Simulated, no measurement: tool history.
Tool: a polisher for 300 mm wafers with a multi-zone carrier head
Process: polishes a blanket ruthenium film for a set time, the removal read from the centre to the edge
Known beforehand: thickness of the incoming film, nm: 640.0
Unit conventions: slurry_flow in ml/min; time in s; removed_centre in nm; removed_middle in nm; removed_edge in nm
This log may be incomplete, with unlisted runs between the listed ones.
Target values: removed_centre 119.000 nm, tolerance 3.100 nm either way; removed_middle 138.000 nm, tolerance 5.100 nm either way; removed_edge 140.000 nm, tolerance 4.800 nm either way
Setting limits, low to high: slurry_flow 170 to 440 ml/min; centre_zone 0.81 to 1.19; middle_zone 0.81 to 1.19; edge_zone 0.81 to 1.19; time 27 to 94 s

{"run": 1, "hour": 0.0, "slurry_flow": 280, "centre_zone": 1.0, "middle_zone": 1.0, "edge_zone": 1.0, "time": 60, "removed_centre": 98.38, "removed_middle": 99.41, "removed_edge": 100.69}
{"run": 2, "hour": 3.9, "slurry_flow": 280, "centre_zone": 1.0, "middle_zone": 1.07, "edge_zone": 1.0, "time": 60, "removed_centre": 98.234, "removed_middle": 106.09, "removed_edge": 100.98}
{"run": 3, "hour": 9.6, "slurry_flow": 280, "centre_zone": 1.0, "middle_zone": 1.02, "edge_zone": 1.0, "time": 60, "removed_centre": 98.725, "removed_middle": 102.32, "removed_edge": 99.492}
{"run": 4, "hour": 15.9, "slurry_flow": 280, "centre_zone": 1.0, "middle_zone": 1.02, "edge_zone": 1.06, "time": 60, "removed_centre": 96.795, "removed_middle": 102.49, "removed_edge": 103.39}
{"run": 5, "hour": 24.8, "slurry_flow": 280, "centre_zone": 0.92, "middle_zone": 1.02, "edge_zone": 1.06, "time": 60, "removed_centre": 91.451, "removed_middle": 102.27, "removed_edge": 100.63}
{"run": 6, "hour": 28.1, "slurry_flow": 280, "centre_zone": 0.86, "middle_zone": 1.02, "edge_zone": 1.06, "time": 60, "removed_centre": 87.639, "removed_middle": 100.98, "removed_edge": 103.04}
{"run": 7, "hour": 29.3, "slurry_flow": 280, "centre_zone": 0.87, "middle_zone": 1.02, "edge_zone": 1.08, "time": 64, "removed_centre": 93.394, "removed_middle": 106.25, "removed_edge": 111.75}
{"run": 8, "hour": 31.1, "slurry_flow": 285, "centre_zone": 0.89, "middle_zone": 1.05, "edge_zone": 1.09, "time": 67, "removed_centre": 100.24, "removed_middle": 116.84, "removed_edge": 116.38}

Which single option among these 4 for the next run brings every result within its allowed miss of target? Just one does.
{"run": "A", "hour": 32.9, "slurry_flow": 335, "centre_zone": 0.88, "middle_zone": 1.03, "edge_zone": 1.09, "time": 79, "removed_centre": "?", "removed_middle": "?", "removed_edge": "?"}
{"run": "B", "hour": 32.9, "slurry_flow": 275, "centre_zone": 1.04, "middle_zone": 0.82, "edge_zone": 1.06, "time": 76, "removed_centre": "?", "removed_middle": "?", "removed_edge": "?"}
{"run": "C", "hour": 32.9, "slurry_flow": 240, "centre_zone": 0.91, "middle_zone": 0.86, "edge_zone": 1.14, "time": 84, "removed_centre": "?", "removed_middle": "?", "removed_edge": "?"}
{"run": "D", "hour": 32.9, "slurry_flow": 310, "centre_zone": 0.95, "middle_zone": 1.18, "edge_zone": 1.05, "time": 49, "removed_centre": "?", "removed_middle": "?", "removed_edge": "?"}

move=A removed_centre=118.500 removed_middle=137.590 removed_edge=140.650
move=B removed_centre=127.810 removed_middle=107.160 removed_edge=131.690
move=C removed_centre=124.030 removed_middle=121.080 removed_edge=148.950
move=D removed_centre=77.717 removed_middle=95.132 removed_edge=84.953
A: hits every target within its allowed miss
B: takes the result that was furthest off past its target
C: takes the result that was furthest off past its target
D: its largest miss is bigger than the last run's
A is the move that brings every result within its allowed miss.
